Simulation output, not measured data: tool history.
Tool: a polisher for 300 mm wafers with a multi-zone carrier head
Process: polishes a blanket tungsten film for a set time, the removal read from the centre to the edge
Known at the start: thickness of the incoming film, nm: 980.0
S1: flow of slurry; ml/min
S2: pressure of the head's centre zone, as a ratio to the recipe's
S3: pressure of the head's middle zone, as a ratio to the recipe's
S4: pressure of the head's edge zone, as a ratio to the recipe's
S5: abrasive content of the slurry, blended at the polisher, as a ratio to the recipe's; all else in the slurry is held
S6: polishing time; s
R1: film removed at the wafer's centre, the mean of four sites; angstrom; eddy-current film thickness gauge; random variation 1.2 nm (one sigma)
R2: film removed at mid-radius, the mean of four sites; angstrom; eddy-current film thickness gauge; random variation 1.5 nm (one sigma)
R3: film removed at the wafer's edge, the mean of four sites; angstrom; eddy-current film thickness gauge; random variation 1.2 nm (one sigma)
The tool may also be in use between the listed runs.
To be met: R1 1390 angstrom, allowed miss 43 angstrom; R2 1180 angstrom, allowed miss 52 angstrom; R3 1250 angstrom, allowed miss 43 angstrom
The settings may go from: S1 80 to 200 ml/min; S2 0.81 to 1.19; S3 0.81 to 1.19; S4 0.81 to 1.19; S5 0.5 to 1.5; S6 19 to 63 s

| run | hour | S1 | S2 | S3 | S4 | S5 | S6 | R1 | R2 | R3 |
|---|---|---|---|---|---|---|---|---|---|---|
| 1 | 0 | 130 | 1 | 1 | 1 | 1 | 41 | 1399.7 | 1389.8 | 1378.7 |
| 2 | 7.5 | 125 | 1.01 | 0.99 | 0.99 | 1 | 41 | 1396.1 | 1418.7 | 1352.3 |
| 3 | 16 | 125 | 0.93 | 0.99 | 0.99 | 1 | 41 | 1292 | 1399.3 | 1358 |
| 4 | 20.7 | 125 | 0.85 | 0.99 | 0.99 | 1 | 41 | 1150.4 | 1379.9 | 1369.7 |
| 5 | 23.1 | 125 | 0.85 | 0.99 | 0.99 | 1 | 32 | 899.03 | 1096 | 1069.4 |
| 6 | 26.7 | 130 | 0.88 | 0.98 | 1 | 1 | 32 | 947.7 | 1078.3 | 1081.3 |
| 7 | 32.5 | 135 | 0.9 | 0.98 | 1.01 | 1 | 32 | 1000.4 | 1089.8 | 1090.2 |
| 8 | 35.5 | 140 | 0.91 | 0.98 | 1.02 | 1 | 32 | 1026.8 | 1086.7 | 1104.4 |
| 9 | 36.9 | 145 | 0.92 | 0.98 | 1.03 | 1 | 32 | 1028.1 | 1085.4 | 1117.7 |

5 next moves are on the table. One of them brings every result within its allowed miss. Which?
| A | 38.3 | 120 | 0.85 | 0.92 | 1.08 | 0.55 | 33 | ? | ? | ? |
| B | 38.3 | 145 | 1.17 | 1.18 | 0.81 | 0.95 | 29 | ? | ? | ? |
| C | 38.3 | 135 | 1.03 | 0.94 | 1.06 | 1.05 | 38 | ? | ? | ? |
| D | 38.3 | 165 | 1.1 | 0.92 | 1.05 | 0.95 | 35 | ? | ? | ? |
| E | 38.3 | 160 | 0.96 | 0.91 | 1.08 | 1 | 36 | ? | ? | ? |

| move | R1 | R2 | R3 |
|---|---|---|---|
| A | 864.7 | 949.58 | 1026.4 |
| B | 1191.9 | 1160.9 | 887.95 |
| C | 1368.6 | 1254.2 | 1310.1 |
| D | 1389 | 1163.5 | 1218.9 |
| E | 1247.4 | 1189.5 | 1274.6 |
A: further off than the last run
B: as far off as the last run
C: brings the result that was furthest off to its target, and leaves another outside
D: meets every target
E: nearer than the last run, and not there yet
The right move is D.
